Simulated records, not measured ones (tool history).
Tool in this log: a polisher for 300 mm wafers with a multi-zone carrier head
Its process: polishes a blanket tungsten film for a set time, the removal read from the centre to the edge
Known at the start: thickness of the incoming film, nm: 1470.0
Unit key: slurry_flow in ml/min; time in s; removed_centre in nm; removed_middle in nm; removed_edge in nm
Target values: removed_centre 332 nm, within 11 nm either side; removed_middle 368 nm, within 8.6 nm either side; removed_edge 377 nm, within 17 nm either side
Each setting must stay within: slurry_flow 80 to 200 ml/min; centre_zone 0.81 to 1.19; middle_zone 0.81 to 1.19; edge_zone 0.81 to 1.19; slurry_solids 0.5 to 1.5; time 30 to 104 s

run	hour	slurry_flow	centre_zone	middle_zone	edge_zone	slurry_solids	time	removed_centre	removed_middle	removed_edge
1	0	130	1	1	1	1	67	268.14	270.88	280.22
2	0.9	130	1	0.93	1	1	67	265.83	255.78	281.06
3	8.6	135	1	0.95	1.02	1.05	67	273.53	267.19	280.43
4	15.7	130	0.99	0.96	1.03	1.1	69	278.57	280.46	302.85
5	23.5	130	0.99	0.97	1.04	1.15	69	279.67	279.63	300.16
6	25.5	130	0.99	0.98	1.05	1.2	70	294.08	289.3	311.48
7	30.2	135	0.98	0.99	1.06	1.25	70	298.07	299.72	315.52
8	36.6	135	0.97	1	1.07	1.3	71	294.92	311.08	324.18
9	37.7	170	0.99	1.05	1.17	1.45	72	329.11	344.36	364.37

Which of these 4 next moves meets every target?
A	38.8	165	0.91	1.04	1.08	1.5	77	?	?	?
B	38.8	180	1.05	1.04	1.19	1.5	72	?	?	?
C	38.8	150	1.03	0.92	1.19	1.5	72	?	?	?
D	38.8	200	1.05	1.19	0.99	1.45	71	?	?	?

move	removed_centre	removed_middle	removed_edge
A	331.76	366.01	375.78
B	351.76	347.25	373.48
C	333.44	308.06	364.87
D	350.78	381	336.54
A: all results land within tolerance of their targets
B: closer than the last run, but not yet in spec
C: its largest miss is bigger than the last run's
D: the result that was furthest off in the last run now lies on the other side of its target
Move A is the one to make.
